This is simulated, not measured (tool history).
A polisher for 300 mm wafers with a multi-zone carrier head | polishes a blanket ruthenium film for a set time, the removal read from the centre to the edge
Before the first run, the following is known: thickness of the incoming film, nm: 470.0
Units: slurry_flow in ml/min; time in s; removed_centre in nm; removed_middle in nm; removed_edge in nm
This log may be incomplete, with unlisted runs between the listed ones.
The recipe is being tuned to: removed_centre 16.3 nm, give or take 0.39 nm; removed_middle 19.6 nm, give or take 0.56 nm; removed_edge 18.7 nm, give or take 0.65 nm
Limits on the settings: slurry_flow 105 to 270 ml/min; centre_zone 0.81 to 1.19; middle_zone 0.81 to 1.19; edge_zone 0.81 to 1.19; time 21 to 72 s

run,day,slurry_flow,centre_zone,middle_zone,edge_zone,time,removed_centre,removed_middle,removed_edge
1,0,175,1,1,1,46,35.689,34.675,36.658
2,0.288,175,0.96,1,1,46,34.389,34.946,37.235
3,0.4,155,0.92,1.01,0.94,38,26.566,28.145,29.111
4,0.621,145,0.89,1.02,0.9,33,21.949,24.247,24.701
5,0.783,140,0.88,1.03,0.87,30,19.415,22.112,21.746
6,0.954,135,0.87,1.03,0.85,29,18.279,21.364,20.667
# day 1.079: edge zone pressure recalibrated
7,1.079,120,0.84,1.02,0.81,26,15.102,18.197,17.073
8,1.404,130,0.84,1.02,0.82,26,15.724,18.844,17.747
9,1.554,135,0.84,1.02,0.83,26,15.818,18.787,17.933

Below are 5 possible settings for the next run. Only one of them brings all results inside the allowed miss of their targets. Which is it?
A,1.704,105,0.82,1.07,0.81,28,?,?,?
B,1.704,140,0.92,1.15,0.84,24,?,?,?
C,1.704,150,0.84,1.04,0.87,26,?,?,?
D,1.704,155,0.82,0.95,0.92,25,?,?,?
E,1.704,155,0.81,1.09,0.82,25,?,?,?

move,removed_centre,removed_middle,removed_edge
A,15.241,19.554,18.387
B,16.104,18.991,16.928
C,16.19,19.66,18.857
D,15.307,18.051,18.711
E,15.128,19.589,17.741
A: meets the target for the result that was furthest off, but another lies outside its allowed miss
B: lands further from the targets than the last run did
C: meets every target
D: lands further from the targets than the last run did
E: meets the target for the result that was furthest off, but another lies outside its allowed miss
Answer: C
